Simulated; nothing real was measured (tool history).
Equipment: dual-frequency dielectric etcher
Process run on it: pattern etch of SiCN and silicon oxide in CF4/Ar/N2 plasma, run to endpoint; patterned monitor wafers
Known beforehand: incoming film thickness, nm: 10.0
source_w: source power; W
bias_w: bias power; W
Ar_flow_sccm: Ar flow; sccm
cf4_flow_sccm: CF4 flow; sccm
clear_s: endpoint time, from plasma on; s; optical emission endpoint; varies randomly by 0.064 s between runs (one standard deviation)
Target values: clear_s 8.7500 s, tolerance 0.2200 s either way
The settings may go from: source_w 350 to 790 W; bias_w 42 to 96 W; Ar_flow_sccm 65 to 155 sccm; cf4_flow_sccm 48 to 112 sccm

run    day  source_w  bias_w  Ar_flow_sccm  cf4_flow_sccm  clear_s
  1  0.000       570      69           110             80   9.9946
  2  0.267       570      69            91             80   9.3761
  3  0.462       570      69            98             80   9.6648
  4  0.521       570      69            98             75   9.8454
  5  0.575       590      69            98             75   9.6225
  6  0.804       590      69           107             75   9.7539
  7  1.033       610      69           107             75   9.4187
  8  1.196       620      69           107             75   9.3959
  9  1.317       620      69           107             75   9.2787
 10  1.438       630      69           107             75   9.2798
 11  1.762       640      69           107             75   9.0041

Pick the move, out of 4, that brings all results within their allowed miss; only one does.
  A  2.088       660      59           106             78        ?
  B  2.088       640      67            83             65        ?
  C  2.088       640      75            89             76        ?
  D  2.088       580      74            92             73        ?

move  clear_s
   A   9.2793
   B   8.6516
   C   8.2767
   D   9.1781
A: the biggest miss grows against the last run
B: meets every target
C: carries the result that was furthest off beyond its target, to the other side
D: the biggest miss grows against the last run
Move B is the one to make.

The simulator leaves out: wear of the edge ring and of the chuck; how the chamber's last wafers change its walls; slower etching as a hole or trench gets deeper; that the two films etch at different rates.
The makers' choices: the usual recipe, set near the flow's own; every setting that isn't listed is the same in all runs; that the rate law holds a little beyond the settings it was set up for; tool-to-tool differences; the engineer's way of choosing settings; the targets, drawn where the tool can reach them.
